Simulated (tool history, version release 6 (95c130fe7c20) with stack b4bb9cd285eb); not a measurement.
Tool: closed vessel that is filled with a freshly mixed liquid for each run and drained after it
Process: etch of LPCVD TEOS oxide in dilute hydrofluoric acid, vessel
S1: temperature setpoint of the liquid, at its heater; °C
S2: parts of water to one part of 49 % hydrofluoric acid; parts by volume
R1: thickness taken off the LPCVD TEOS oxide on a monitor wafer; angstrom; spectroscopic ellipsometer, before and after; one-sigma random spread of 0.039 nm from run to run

{"run": 1, "hour": 0.0, "S1": 25, "S2": 155, "time in the liquid (s)": 30, "R1": 111.04}
{"run": 2, "hour": 5.0, "S1": 24.5, "S2": 155, "time in the liquid (s)": 30, "R1": 108.98}
{"run": 3, "hour": 14.3, "S1": 24, "S2": 155, "time in the liquid (s)": 30, "R1": 107.33}
{"run": 4, "hour": 20.2, "S1": 23.5, "S2": 155, "time in the liquid (s)": 30, "R1": 105.13}
{"run": 5, "hour": 26.7, "S1": 25.5, "S2": 155, "time in the liquid (s)": 30, "R1": 113.37}
{"run": 6, "hour": 35.8, "S1": 25.5, "S2": 130, "time in the liquid (s)": 30, "R1": 140.05}
{"run": 7, "hour": 39.8, "S1": 23, "S2": 130, "time in the liquid (s)": 30, "R1": 125.75}

Run 8 comes next. What will it give?
{"run": 8, "hour": 42.2, "S1": 21.5, "S2": 130, "time in the liquid (s)": 30, "R1": "?"}

Run 8 came out at R1 119.38 angstrom.
